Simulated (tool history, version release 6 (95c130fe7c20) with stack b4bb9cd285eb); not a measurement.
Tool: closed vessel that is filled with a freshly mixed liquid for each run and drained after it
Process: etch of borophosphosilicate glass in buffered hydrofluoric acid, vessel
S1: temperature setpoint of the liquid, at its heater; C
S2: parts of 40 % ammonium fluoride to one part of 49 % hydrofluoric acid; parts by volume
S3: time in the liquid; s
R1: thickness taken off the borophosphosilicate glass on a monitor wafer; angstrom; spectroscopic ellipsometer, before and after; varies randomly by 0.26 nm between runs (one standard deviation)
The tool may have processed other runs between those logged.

run,hour,S1,S2,S3,R1
1,0.0,25.0,20.5,35,583.52
2,2.4,24.5,20.5,35,568.01
3,4.8,23.0,20.5,35,520.58
4,11.9,23.0,20.5,30,451.43
5,17.7,20.0,20.5,30,376.93
6,24.0,23.0,20.5,30,449.93

Estimate the outcome of run 7 from the log above:
7,26.3,23.5,20.5,30,?

R1: 457.19 angstrom
